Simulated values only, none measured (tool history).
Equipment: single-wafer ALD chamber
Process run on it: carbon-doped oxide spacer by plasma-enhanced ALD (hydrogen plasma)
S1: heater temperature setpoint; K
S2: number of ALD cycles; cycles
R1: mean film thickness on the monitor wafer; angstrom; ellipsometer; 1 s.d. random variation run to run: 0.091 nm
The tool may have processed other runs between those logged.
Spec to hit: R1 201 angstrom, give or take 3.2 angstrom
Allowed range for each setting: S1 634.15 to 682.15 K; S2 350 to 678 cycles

{"run": 1, "hour": 0.0, "S1": 658.15, "S2": 514, "R1": 234.52}
{"run": 2, "hour": 9.1, "S1": 665.15, "S2": 514, "R1": 234.49}
{"run": 3, "hour": 17.1, "S1": 665.15, "S2": 562, "R1": 255.94}
{"run": 4, "hour": 25.3, "S1": 665.15, "S2": 528, "R1": 242.2}
{"run": 5, "hour": 31.0, "S1": 655.15, "S2": 528, "R1": 241.84}
{"run": 6, "hour": 36.5, "S1": 655.15, "S2": 463, "R1": 211.82}
{"run": 7, "hour": 46.1, "S1": 655.15, "S2": 463, "R1": 211.69}
{"run": 8, "hour": 49.7, "S1": 655.15, "S2": 463, "R1": 212.66}
{"run": 9, "hour": 52.8, "S1": 655.15, "S2": 458, "R1": 209.69}
{"run": 10, "hour": 57.5, "S1": 655.15, "S2": 454, "R1": 206.96}

4 next moves are on the table. One of them brings every result within its allowed miss. Which?
{"run": "A", "hour": 62.2, "S1": 664.15, "S2": 426, "R1": "?"}
{"run": "B", "hour": 62.2, "S1": 662.15, "S2": 453, "R1": "?"}
{"run": "C", "hour": 62.2, "S1": 660.15, "S2": 439, "R1": "?"}
{"run": "D", "hour": 62.2, "S1": 651.15, "S2": 452, "R1": "?"}

move=A R1=194.32
move=B R1=206.64
move=C R1=200.25
move=D R1=206.18
A: takes the biggest miss from the last run beyond its target
B: nearer the targets than the last run, but a result is still out of spec
C: every result lands within tolerance
D: nearer the targets than the last run, but a result is still out of spec
Answer: C
